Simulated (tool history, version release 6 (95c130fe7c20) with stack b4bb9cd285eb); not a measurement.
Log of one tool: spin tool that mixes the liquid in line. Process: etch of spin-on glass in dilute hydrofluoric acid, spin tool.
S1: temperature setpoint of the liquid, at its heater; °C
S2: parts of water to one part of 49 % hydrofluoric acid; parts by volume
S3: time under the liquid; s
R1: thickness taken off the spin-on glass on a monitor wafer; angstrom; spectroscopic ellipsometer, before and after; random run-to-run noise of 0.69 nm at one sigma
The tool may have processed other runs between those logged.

| run | hour | S1 | S2 | S3 | R1 |
|---|---|---|---|---|---|
| 1 | 0 | 22 | 85 | 55 | 237.12 |
| 2 | 7.1 | 19.5 | 85 | 55 | 211.19 |
| 3 | 14.7 | 20.5 | 80 | 55 | 235.29 |
| 4 | 16.9 | 21.5 | 75 | 55 | 264.57 |
| 5 | 20.1 | 21.5 | 75 | 40 | 195.34 |
| 6 | 27.7 | 19.5 | 75 | 40 | 176.91 |
| 7 | 33.6 | 21 | 70 | 40 | 203.05 |
| 8 | 39.2 | 22 | 65 | 40 | 228.31 |
| 9 | 40 | 23 | 60 | 40 | 260.16 |
| 10 | 49 | 27 | 30 | 55 | 873.95 |
| 11 | 49.8 | 26.5 | 30 | 55 | 861.91 |
| 12 | 54.3 | 26 | 30 | 55 | 839.66 |
| 13 | 61.8 | 25.5 | 30 | 55 | 835.91 |

Run 14 has not been measured yet. What should we expect?
| 14 | 67.3 | 25 | 30 | 55 | ? |

R1: 812.39 angstrom

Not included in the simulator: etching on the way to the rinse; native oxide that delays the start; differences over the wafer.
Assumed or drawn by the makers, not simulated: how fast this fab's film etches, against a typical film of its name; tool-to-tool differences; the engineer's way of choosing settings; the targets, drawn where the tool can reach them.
